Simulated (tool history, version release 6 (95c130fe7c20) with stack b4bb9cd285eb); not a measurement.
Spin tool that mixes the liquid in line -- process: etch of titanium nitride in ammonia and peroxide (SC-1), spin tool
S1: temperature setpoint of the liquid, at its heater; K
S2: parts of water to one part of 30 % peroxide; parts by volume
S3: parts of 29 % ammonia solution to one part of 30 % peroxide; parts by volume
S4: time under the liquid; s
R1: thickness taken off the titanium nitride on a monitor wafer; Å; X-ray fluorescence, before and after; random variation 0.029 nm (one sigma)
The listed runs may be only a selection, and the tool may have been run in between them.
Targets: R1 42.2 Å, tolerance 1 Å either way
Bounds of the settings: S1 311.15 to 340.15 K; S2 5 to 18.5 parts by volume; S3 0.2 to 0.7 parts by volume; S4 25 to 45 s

{"run": 1, "hour": 0.0, "S1": 324.15, "S2": 10.5, "S3": 0.4, "S4": 45, "R1": 16.391}
{"run": 2, "hour": 2.6, "S1": 325.65, "S2": 10.5, "S3": 0.4, "S4": 45, "R1": 17.994}
{"run": 3, "hour": 4.7, "S1": 327.15, "S2": 10.5, "S3": 0.4, "S4": 45, "R1": 20.198}
{"run": 4, "hour": 13.3, "S1": 327.15, "S2": 7.5, "S3": 0.4, "S4": 45, "R1": 24.262}
{"run": 5, "hour": 16.1, "S1": 327.15, "S2": 7.5, "S3": 0.3, "S4": 45, "R1": 22.599}
{"run": 6, "hour": 23.9, "S1": 328.15, "S2": 7.5, "S3": 0.3, "S4": 45, "R1": 24.144}
{"run": 7, "hour": 24.8, "S1": 329.15, "S2": 7.5, "S3": 0.3, "S4": 45, "R1": 26.061}
{"hour": 29.1, "done": "heated supply line repaired"}
{"run": 8, "hour": 29.1, "S1": 330.15, "S2": 7.5, "S3": 0.3, "S4": 45, "R1": 36.1}
{"run": 9, "hour": 37.3, "S1": 330.65, "S2": 7.5, "S3": 0.3, "S4": 45, "R1": 37.171}
{"run": 10, "hour": 40.6, "S1": 331.15, "S2": 7.5, "S3": 0.3, "S4": 45, "R1": 38.119}
{"run": 11, "hour": 48.8, "S1": 331.65, "S2": 7.5, "S3": 0.3, "S4": 45, "R1": 39.86}

Pick the move, out of 4, that brings all results within their allowed miss; only one does.
{"run": "A", "hour": 57.0, "S1": 333.15, "S2": 9.5, "S3": 0.4, "S4": 40, "R1": "?"}
{"run": "B", "hour": 57.0, "S1": 332.65, "S2": 7.5, "S3": 0.25, "S4": 40, "R1": "?"}
{"run": "C", "hour": 57.0, "S1": 332.15, "S2": 6, "S3": 0.35, "S4": 40, "R1": "?"}
{"run": "D", "hour": 57.0, "S1": 334.15, "S2": 9, "S3": 0.3, "S4": 40, "R1": "?"}

move=A R1=36.027
move=B R1=36.208
move=C R1=41.607
move=D R1=37.565
A: further off than the last run
B: further off than the last run
C: all results in spec
D: further off than the last run
The right move is C.
